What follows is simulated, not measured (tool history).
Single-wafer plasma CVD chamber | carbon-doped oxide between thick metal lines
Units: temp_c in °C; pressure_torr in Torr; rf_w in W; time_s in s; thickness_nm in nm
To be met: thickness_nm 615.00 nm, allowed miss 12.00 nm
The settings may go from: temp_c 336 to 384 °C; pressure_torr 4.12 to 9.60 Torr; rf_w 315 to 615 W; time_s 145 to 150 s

{"run": 1, "day": 0.0, "temp_c": 360, "pressure_torr": 6.86, "rf_w": 465, "time_s": 145, "thickness_nm": 708.1}
{"run": 2, "day": 0.188, "temp_c": 362, "pressure_torr": 6.64, "rf_w": 445, "time_s": 145, "thickness_nm": 682.87}
{"run": 3, "day": 0.454, "temp_c": 364, "pressure_torr": 6.45, "rf_w": 430, "time_s": 145, "thickness_nm": 669.45}
{"run": 4, "day": 0.788, "temp_c": 356, "pressure_torr": 6.45, "rf_w": 430, "time_s": 145, "thickness_nm": 677.66}
{"run": 5, "day": 1.112, "temp_c": 357, "pressure_torr": 6.33, "rf_w": 415, "time_s": 145, "thickness_nm": 648.39}
{"run": 6, "day": 1.417, "temp_c": 357, "pressure_torr": 6.33, "rf_w": 470, "time_s": 145, "thickness_nm": 717.31}
{"run": 7, "day": 1.562, "temp_c": 358, "pressure_torr": 6.28, "rf_w": 445, "time_s": 145, "thickness_nm": 684.17}
{"run": 8, "day": 1.925, "temp_c": 369, "pressure_torr": 5.2, "rf_w": 395, "time_s": 145, "thickness_nm": 589.06}
{"run": 9, "day": 1.979, "temp_c": 368, "pressure_torr": 5.38, "rf_w": 395, "time_s": 145, "thickness_nm": 598.12}

Which of these 4 next moves meets every target?
{"run": "A", "day": 2.033, "temp_c": 361, "pressure_torr": 6.08, "rf_w": 335, "time_s": 150, "thickness_nm": "?"}
{"run": "B", "day": 2.033, "temp_c": 359, "pressure_torr": 5.37, "rf_w": 375, "time_s": 146, "thickness_nm": "?"}
{"run": "C", "day": 2.033, "temp_c": 381, "pressure_torr": 5.8, "rf_w": 365, "time_s": 149, "thickness_nm": "?"}
{"run": "D", "day": 2.033, "temp_c": 367, "pressure_torr": 5.76, "rf_w": 380, "time_s": 150, "thickness_nm": "?"}

move=A thickness_nm=568.93
move=B thickness_nm=593.22
move=C thickness_nm=572.74
move=D thickness_nm=612.05
A: further off than the last run
B: further off than the last run
C: further off than the last run
D: meets every target
The right move is D.

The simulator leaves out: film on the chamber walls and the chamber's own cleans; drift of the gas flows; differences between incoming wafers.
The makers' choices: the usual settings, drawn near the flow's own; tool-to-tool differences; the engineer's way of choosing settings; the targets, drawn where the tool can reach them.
